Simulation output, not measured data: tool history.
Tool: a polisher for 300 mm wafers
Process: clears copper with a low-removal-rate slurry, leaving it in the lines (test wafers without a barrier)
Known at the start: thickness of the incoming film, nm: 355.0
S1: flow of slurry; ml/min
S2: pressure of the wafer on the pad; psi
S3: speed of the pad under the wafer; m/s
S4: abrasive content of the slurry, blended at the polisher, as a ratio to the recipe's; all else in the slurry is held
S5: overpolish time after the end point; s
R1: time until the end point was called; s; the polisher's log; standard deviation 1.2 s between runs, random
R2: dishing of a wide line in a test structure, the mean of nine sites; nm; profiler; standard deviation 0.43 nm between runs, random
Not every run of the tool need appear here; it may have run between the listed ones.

run	day	S1	S2	S3	S4	S5	R1	R2
1	0	175	3.3	1.02	1	18	109.78	42.238
2	0.367	215	3.3	1.02	1	18	105.42	43.894
3	0.708	215	3.9	1.02	1	18	89.969	54.668
4	0.946	210	3.5	1.02	1	14	101.65	39.099
5	1.225	210	3.5	0.9	1	14	109.83	36.46
6	1.258	210	3.5	0.66	1	14	143.8	29.61
7	1.317	180	3.4	0.7	1	12	145.48	23.946
8	1.483	175	3.5	0.7	1	10	143.58	20.704
9	1.679	175	3.5	0.7	1	10	142.1	20.097
10	1.738	175	3.5	0.7	1	9	142.83	18.943
11	1.775	175	3.5	0.7	1	8	143.64	17.083

Run 12 comes next. What will it give?
# day 2.05: slurry nozzle cleaned
12	2.05	180	3.5	0.7	1	8	?	?

R1: 132.54 s
R2: 18.29 nm
